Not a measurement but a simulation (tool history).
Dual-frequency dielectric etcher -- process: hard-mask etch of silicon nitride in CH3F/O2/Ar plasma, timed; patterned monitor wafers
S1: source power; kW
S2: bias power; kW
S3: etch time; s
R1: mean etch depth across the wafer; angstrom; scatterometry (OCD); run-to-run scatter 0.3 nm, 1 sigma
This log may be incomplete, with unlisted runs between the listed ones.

| run | hour | S1 | S2 | S3 | R1 |
|---|---|---|---|---|---|
| 1 | 0 | 0.38 | 0.079 | 92.5 | 708.52 |
| 2 | 4 | 0.35 | 0.078 | 92.5 | 687.21 |
| 3 | 8 | 0.32 | 0.078 | 92.5 | 665.77 |
| 4 | 14.9 | 0.3 | 0.077 | 92.5 | 654.59 |
| 5 | 21.9 | 0.28 | 0.076 | 92.5 | 636.61 |
| 6 | 29.6 | 0.28 | 0.085 | 92.5 | 662.51 |
| 7 | 36.6 | 0.27 | 0.084 | 92.5 | 652.81 |

What does the tool deliver on the next run?
| 8 | 37.4 | 0.26 | 0.083 | 92.5 | ? |

Run 8 produced R1 641.84 angstrom.
